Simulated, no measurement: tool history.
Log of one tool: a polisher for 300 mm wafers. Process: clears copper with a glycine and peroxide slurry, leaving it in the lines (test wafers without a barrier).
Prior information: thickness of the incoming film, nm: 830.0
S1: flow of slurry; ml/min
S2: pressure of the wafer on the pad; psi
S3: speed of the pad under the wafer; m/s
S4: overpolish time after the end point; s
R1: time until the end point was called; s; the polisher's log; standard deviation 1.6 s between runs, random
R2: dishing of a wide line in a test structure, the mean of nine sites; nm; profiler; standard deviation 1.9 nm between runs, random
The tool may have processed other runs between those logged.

{"run": 1, "hour": 0.0, "S1": 305, "S2": 2.9, "S3": 1.2, "S4": 25, "R1": 135.82, "R2": 97.655}
{"run": 2, "hour": 1.5, "S1": 275, "S2": 2.9, "S3": 1.2, "S4": 25, "R1": 134.33, "R2": 94.946}
{"run": 3, "hour": 10.2, "S1": 275, "S2": 2.7, "S3": 1.2, "S4": 26, "R1": 146.09, "R2": 92.864}
{"run": 4, "hour": 18.5, "S1": 210, "S2": 2.7, "S3": 1.2, "S4": 26, "R1": 148.14, "R2": 91.711}
{"run": 5, "hour": 24.0, "S1": 210, "S2": 3.1, "S3": 1.2, "S4": 26, "R1": 132.05, "R2": 100.44}
{"run": 6, "hour": 27.9, "S1": 210, "S2": 3.1, "S3": 1.2, "S4": 20, "R1": 134.2, "R2": 85.922}
{"run": 7, "hour": 33.2, "S1": 210, "S2": 2.9, "S3": 1.2, "S4": 22, "R1": 139.6, "R2": 90.072}

Run 8 is up next; what results do you expect?
{"run": 8, "hour": 38.9, "S1": 210, "S2": 2.8, "S3": 1.2, "S4": 23, "R1": "?", "R2": "?"}

R1: 145.43 s
R2: 86.118 nm

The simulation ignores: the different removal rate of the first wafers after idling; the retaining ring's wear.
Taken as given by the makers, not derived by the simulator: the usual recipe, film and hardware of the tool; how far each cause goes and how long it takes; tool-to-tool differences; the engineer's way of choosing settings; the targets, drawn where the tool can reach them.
